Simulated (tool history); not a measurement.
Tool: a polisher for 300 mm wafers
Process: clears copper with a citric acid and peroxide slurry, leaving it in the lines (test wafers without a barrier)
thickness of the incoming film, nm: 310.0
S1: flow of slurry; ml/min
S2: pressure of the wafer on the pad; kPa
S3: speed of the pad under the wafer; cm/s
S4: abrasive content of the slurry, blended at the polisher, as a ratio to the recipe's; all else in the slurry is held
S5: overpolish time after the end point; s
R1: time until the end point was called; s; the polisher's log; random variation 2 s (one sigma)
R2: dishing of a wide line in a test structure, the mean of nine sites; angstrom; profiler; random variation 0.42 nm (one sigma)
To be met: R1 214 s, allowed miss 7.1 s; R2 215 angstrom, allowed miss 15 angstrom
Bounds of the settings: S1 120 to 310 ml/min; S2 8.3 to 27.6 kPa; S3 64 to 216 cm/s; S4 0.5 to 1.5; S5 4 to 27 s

| run | hour | S1 | S2 | S3 | S4 | S5 | R1 | R2 |
|---|---|---|---|---|---|---|---|---|
| 1 | 0 | 200 | 17.9 | 140 | 1 | 14 | 104 | 304.46 |
| 2 | 2.6 | 200 | 17.9 | 140 | 0.8 | 14 | 107.07 | 285.39 |
| 3 | 10.5 | 230 | 17.9 | 140 | 0.8 | 14 | 108.68 | 297.74 |
| 4 | 12.1 | 230 | 15.2 | 140 | 0.8 | 14 | 124.93 | 260.44 |
| 5 | 14.7 | 230 | 11 | 140 | 0.8 | 14 | 170.77 | 185.1 |
| 6 | 20.6 | 230 | 11 | 140 | 0.8 | 11 | 172.62 | 153.4 |
| 7 | 29 | 230 | 11 | 138 | 0.8 | 12 | 168.57 | 158.81 |
| 8 | 34.8 | 230 | 11 | 138 | 0.8 | 13 | 175.31 | 175.06 |
| 9 | 42.6 | 230 | 11 | 138 | 0.8 | 14 | 176.32 | 191.26 |
| 10 | 43.2 | 225 | 9.7 | 138 | 0.8 | 16 | 198.06 | 188.35 |
| 11 | 45.7 | 220 | 9.7 | 138 | 0.8 | 18 | 195.97 | 211.98 |

Which of these 5 next moves meets every target?
| A | 48.2 | 185 | 9.7 | 138 | 0.95 | 19 | ? | ? |
| B | 48.2 | 200 | 8.3 | 160 | 0.9 | 15 | ? | ? |
| C | 48.2 | 240 | 10.3 | 118 | 0.75 | 21 | ? | ? |
| D | 48.2 | 215 | 9.7 | 136 | 0.85 | 15 | ? | ? |
| E | 48.2 | 205 | 9 | 158 | 0.65 | 16 | ? | ? |

| move | R1 | R2 |
|---|---|---|
| A | 194.95 | 219.45 |
| B | 195.96 | 175.26 |
| C | 216.12 | 219.78 |
| D | 198.49 | 174.51 |
| E | 197.62 | 185.08 |
A: further off than the last run
B: as far off as the last run
C: meets every target
D: further off than the last run
E: nearer than the last run, and not there yet
The right move is C.

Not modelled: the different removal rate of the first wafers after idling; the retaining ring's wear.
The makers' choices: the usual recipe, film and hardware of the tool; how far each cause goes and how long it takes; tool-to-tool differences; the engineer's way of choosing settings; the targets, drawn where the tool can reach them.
